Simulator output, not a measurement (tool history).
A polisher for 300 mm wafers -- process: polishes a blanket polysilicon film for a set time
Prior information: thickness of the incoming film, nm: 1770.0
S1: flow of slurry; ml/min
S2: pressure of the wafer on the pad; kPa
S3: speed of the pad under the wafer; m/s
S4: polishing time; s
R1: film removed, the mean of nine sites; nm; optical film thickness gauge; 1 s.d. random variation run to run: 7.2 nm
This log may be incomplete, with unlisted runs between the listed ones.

Run 1, hour 0.0: S1 120 ml/min, S2 15.9 kPa, S3 1.18 m/s, S4 111 s. Result: R1 917.83 nm.
Run 2, hour 3.1: S1 120 ml/min, S2 19.3 kPa, S3 1.18 m/s, S4 111 s. Result: R1 1123.00 nm.
Run 3, hour 7.2: S1 115 ml/min, S2 17.9 kPa, S3 1.18 m/s, S4 111 s. Result: R1 1040.80 nm.
Run 4, hour 13.2: S1 115 ml/min, S2 16.5 kPa, S3 1.18 m/s, S4 111 s. Result: R1 951.53 nm.
Run 5, hour 17.6: S1 115 ml/min, S2 14.5 kPa, S3 1.18 m/s, S4 111 s. Result: R1 831.12 nm.
Run 6, hour 21.2: S1 110 ml/min, S2 13.8 kPa, S3 1.18 m/s, S4 111 s. Result: R1 798.47 nm.

The next listed run, before its measurement:
Run 7, hour 24.2: S1 110 ml/min, S2 13.1 kPa, S3 1.18 m/s, S4 111 s. Result: R1 ?.

R1: 754.53 nm
